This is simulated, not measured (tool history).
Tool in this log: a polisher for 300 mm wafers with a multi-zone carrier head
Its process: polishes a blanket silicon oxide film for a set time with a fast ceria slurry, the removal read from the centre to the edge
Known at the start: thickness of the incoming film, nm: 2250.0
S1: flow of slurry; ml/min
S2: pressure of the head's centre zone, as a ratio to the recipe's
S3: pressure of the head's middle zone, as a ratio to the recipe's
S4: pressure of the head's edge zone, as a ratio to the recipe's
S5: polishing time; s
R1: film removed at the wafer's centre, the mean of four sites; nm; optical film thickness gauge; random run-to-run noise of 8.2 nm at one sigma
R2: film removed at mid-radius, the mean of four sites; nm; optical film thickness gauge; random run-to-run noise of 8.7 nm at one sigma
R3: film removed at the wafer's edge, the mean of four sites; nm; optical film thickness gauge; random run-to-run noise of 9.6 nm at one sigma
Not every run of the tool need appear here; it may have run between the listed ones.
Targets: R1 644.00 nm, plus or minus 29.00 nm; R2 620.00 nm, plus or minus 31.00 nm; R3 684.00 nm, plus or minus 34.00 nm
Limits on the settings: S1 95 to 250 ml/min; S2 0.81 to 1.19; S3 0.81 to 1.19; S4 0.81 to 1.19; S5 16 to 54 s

run,hour,S1,S2,S3,S4,S5,R1,R2,R3
1,0.0,160,1.00,1.00,1.00,35,995.47,998.68,992.37
2,6.0,155,0.99,0.97,0.99,33,913.41,891.28,915.59
3,13.9,155,1.05,0.97,0.99,33,974.96,894.13,950.12
4,16.4,155,1.05,0.97,0.93,33,947.53,908.94,928.89
5,17.3,135,1.05,0.97,0.93,33,925.62,867.04,877.66
6,24.0,175,1.05,0.97,0.93,33,1000.90,917.45,887.70
7,30.5,165,1.02,0.95,0.92,32,938.44,885.07,878.15
8,33.4,155,1.00,0.94,0.92,30,832.37,797.65,808.65
9,38.5,150,0.98,0.92,0.91,29,787.04,753.89,781.62
10,40.2,145,0.97,0.91,0.90,28,754.06,723.42,744.00
11,48.0,140,0.96,0.90,0.90,28,724.91,706.96,741.27
12,48.8,140,0.96,0.90,0.90,28,752.20,721.37,734.54
13,54.7,135,0.95,0.89,0.91,28,747.03,690.62,726.09
14,56.1,110,0.85,0.87,0.91,27,596.78,627.68,671.62

Below are 5 possible settings for the next run. Only one of them brings all results inside the allowed miss of their targets. Which is it?
A,57.5,105,0.93,0.88,0.92,27,?,?,?
B,57.5,115,0.81,0.95,0.89,25,?,?,?
C,57.5,95,0.82,0.88,0.96,27,?,?,?
D,57.5,95,0.82,0.89,0.90,28,?,?,?
E,57.5,95,0.81,0.91,0.98,27,?,?,?

move,R1,R2,R3
A,642.37,618.73,681.74
B,558.28,628.23,633.10
C,565.31,597.82,679.52
D,586.29,625.84,683.73
E,560.72,614.67,685.95
A: each result inside its tolerance
B: lands further from the targets than the last run did
C: lands further from the targets than the last run did
D: lands further from the targets than the last run did
E: lands further from the targets than the last run did
Move A is the one to make.
